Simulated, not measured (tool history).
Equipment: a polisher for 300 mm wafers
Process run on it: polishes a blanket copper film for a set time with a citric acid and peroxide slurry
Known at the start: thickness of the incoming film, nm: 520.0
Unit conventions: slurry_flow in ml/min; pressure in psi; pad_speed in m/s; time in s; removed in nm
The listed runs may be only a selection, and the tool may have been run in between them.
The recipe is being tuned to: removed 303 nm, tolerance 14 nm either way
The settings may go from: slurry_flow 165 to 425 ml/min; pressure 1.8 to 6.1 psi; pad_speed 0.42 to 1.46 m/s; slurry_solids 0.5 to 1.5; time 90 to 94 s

run,hour,slurry_flow,pressure,pad_speed,slurry_solids,time,removed
1,0,275,3.9,0.94,1,90,210.09
2,1.2,275,3.9,0.94,0.9,90,214.11
3,2.8,275,4.1,0.94,0.9,90,216.6
4,10.5,275,4.1,0.94,0.75,90,210.04
5,12.8,275,4.1,0.94,0.75,94,221.19
6,18.5,275,4.3,0.94,0.75,94,232.72
7,21.7,275,4.4,0.94,0.75,94,236.25
8,25.3,275,4.5,0.94,0.75,94,242.76
9,27.3,275,4.6,0.94,0.75,94,248.06
10,35.8,275,4.7,0.94,0.75,94,256.06

Which single option among these 5 for the next run brings every result within its allowed miss of target? Just one does.
A,44.3,255,4.9,0.7,0.5,93,?
B,44.3,270,5.2,1.06,0.9,91,?
C,44.3,280,4.4,0.9,0.75,90,?
D,44.3,290,4.5,0.94,0.75,91,?
E,44.3,295,3.9,0.96,0.5,90,?

move,removed
A,203.74
B,298.9
C,221.22
D,235.92
E,196.88
A: its largest miss is bigger than the last run's
B: every result within its allowed miss
C: its largest miss is bigger than the last run's
D: its largest miss is bigger than the last run's
E: its largest miss is bigger than the last run's
The right move is B.

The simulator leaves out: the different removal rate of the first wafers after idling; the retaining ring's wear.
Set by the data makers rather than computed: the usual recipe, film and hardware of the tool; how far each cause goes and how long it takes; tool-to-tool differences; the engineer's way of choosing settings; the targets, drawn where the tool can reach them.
